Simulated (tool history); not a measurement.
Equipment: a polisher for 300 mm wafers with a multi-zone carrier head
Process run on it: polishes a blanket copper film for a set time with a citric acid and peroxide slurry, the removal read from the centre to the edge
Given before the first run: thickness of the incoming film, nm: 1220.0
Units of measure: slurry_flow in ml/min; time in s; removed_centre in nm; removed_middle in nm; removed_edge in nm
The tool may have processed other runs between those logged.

run  hour  slurry_flow  centre_zone  middle_zone  edge_zone  slurry_solids  time  removed_centre  removed_middle  removed_edge
  1   0.0          305         1.00         1.00       1.00           1.00    31          77.814          80.252        77.892
  2   3.1          305         1.01         1.02       1.03           1.15    32          81.940          87.545        84.288
  3   4.7          305         1.01         1.02       1.03           1.05    32          81.698          84.341        81.168
  4   7.2          310         1.03         1.02       1.04           1.15    33          86.067          88.390        87.511
  5   8.8          310         1.03         1.02       1.01           1.15    33          87.870          89.121        86.893
  6  13.4          310         1.03         1.02       0.97           1.15    33          87.849          89.428        84.047
  7  15.6          315         1.05         1.04       1.00           1.25    33          89.353          93.911        87.954

Forecast run 8:
  8  20.6          320         1.07         1.05       1.03           1.30    33               ?               ?             ?

removed_centre: 92.595 nm
removed_middle: 95.091 nm
removed_edge: 88.991 nm
